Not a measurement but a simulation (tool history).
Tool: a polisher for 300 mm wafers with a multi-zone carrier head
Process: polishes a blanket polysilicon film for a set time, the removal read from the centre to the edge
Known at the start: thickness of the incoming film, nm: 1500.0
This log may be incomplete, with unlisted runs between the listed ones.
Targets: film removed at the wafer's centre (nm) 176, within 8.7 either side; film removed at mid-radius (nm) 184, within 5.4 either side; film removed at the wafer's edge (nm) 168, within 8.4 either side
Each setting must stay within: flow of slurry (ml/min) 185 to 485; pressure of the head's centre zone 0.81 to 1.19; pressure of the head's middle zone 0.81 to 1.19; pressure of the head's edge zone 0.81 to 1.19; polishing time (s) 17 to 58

run  hour  flow of slurry (ml/min)  pressure of the head's centre zone  pressure of the head's middle zone  pressure of the head's edge zone  polishing time (s)  film removed at the wafer's centre (nm)  film removed at mid-radius (nm)  film removed at the wafer's edge (nm)
  1     0                      310                                   1                                   1                                 1                  37                                   244.78                           240.33                                 237.74
  2   4.9                      345                                   1                                   1                                 1                  37                                   249.74                           241.48                                 243.92
  3   6.2                      345                                1.08                                   1                                 1                  37                                   270.27                           239.82                                 244.15
  4  13.5                      345                                1.13                                   1                                 1                  37                                   280.43                           237.44                                 240.02
  5  17.4                      345                                1.19                                   1                                 1                  37                                   293.96                           239.42                                 245.21
  6  18.4                      345                                1.13                                   1                                 1                  37                                   274.44                           237.68                                 246.86
  7  26.7                      350                                1.03                                 1.1                               0.9                  27                                   192.03                           190.44                                 167.42
  8  34.4                      350                                1.02                                 1.1                               0.9                  27                                    184.9                           192.81                                 173.19

Pick the move, out of 5, that brings all results within their allowed miss; only one does.
  A  42.1                      385                                1.09                                   1                              0.94                  29                                        ?                                ?                                      ?
  B  42.1                      315                                1.02                                1.11                              0.96                  26                                        ?                                ?                                      ?
  C  42.1                      325                                0.96                                1.19                              0.89                  27                                        ?                                ?                                      ?
  D  42.1                      285                                0.92                                1.19                              0.85                  28                                        ?                                ?                                      ?
  E  42.1                      345                                0.91                                1.03                              0.98                  29                                        ?                                ?                                      ?

move  film removed at the wafer's centre (nm)  film removed at mid-radius (nm)  film removed at the wafer's edge (nm)
   A                                    212.6                           189.16                                 183.73
   B                                   174.71                           181.93                                 163.71
   C                                   171.36                           201.31                                 164.46
   D                                   167.68                              206                                 165.39
   E                                   175.32                           192.19                                 185.83
A: the furthest-off result lands on target, but another misses its tolerance
B: every result lands within tolerance
C: further off than the last run
D: further off than the last run
E: further off than the last run
So the answer is move B, the one that meets all the targets.
